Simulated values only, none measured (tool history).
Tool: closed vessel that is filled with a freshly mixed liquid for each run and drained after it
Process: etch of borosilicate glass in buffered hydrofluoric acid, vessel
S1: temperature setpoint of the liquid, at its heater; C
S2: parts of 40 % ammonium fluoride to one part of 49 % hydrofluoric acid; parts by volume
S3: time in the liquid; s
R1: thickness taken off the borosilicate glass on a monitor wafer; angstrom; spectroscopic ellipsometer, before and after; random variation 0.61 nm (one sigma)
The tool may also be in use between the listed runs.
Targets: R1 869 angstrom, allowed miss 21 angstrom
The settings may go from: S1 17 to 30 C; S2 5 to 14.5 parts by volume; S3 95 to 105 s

{"run": 1, "hour": 0.0, "S1": 22, "S2": 9, "S3": 95, "R1": 1073.2}
{"run": 2, "hour": 5.2, "S1": 22, "S2": 9, "S3": 95, "R1": 1085.1}
{"run": 3, "hour": 8.7, "S1": 21.5, "S2": 9, "S3": 95, "R1": 1067.4}
{"run": 4, "hour": 10.5, "S1": 21.5, "S2": 8, "S3": 95, "R1": 1192}
{"run": 5, "hour": 12.6, "S1": 21, "S2": 8, "S3": 95, "R1": 1172.7}
{"run": 6, "hour": 21.0, "S1": 21, "S2": 8, "S3": 105, "R1": 1293}
{"run": 7, "hour": 24.3, "S1": 20.5, "S2": 8.5, "S3": 105, "R1": 1171.9}
{"run": 8, "hour": 25.0, "S1": 20, "S2": 8.5, "S3": 105, "R1": 1137.4}
{"run": 9, "hour": 29.3, "S1": 19.5, "S2": 8.5, "S3": 105, "R1": 1113.2}
{"run": 10, "hour": 31.8, "S1": 19, "S2": 8.5, "S3": 105, "R1": 1090}
{"run": 11, "hour": 40.0, "S1": 18.5, "S2": 8.5, "S3": 105, "R1": 1053.4}
{"run": 12, "hour": 40.9, "S1": 17.5, "S2": 9, "S3": 105, "R1": 945.84}

Which of these 5 next moves meets every target?
{"run": "A", "hour": 41.8, "S1": 18.5, "S2": 8.5, "S3": 105, "R1": "?"}
{"run": "B", "hour": 41.8, "S1": 20, "S2": 11, "S3": 100, "R1": "?"}
{"run": "C", "hour": 41.8, "S1": 20, "S2": 9, "S3": 100, "R1": "?"}
{"run": "D", "hour": 41.8, "S1": 20.5, "S2": 10, "S3": 100, "R1": "?"}
{"run": "E", "hour": 41.8, "S1": 18, "S2": 8, "S3": 105, "R1": "?"}

move=A R1=1054.7
move=B R1=870.48
move=C R1=1023.9
move=D R1=982.97
move=E R1=1097.2
A: further off than the last run
B: meets every target
C: further off than the last run
D: further off than the last run
E: further off than the last run
The right move is B.
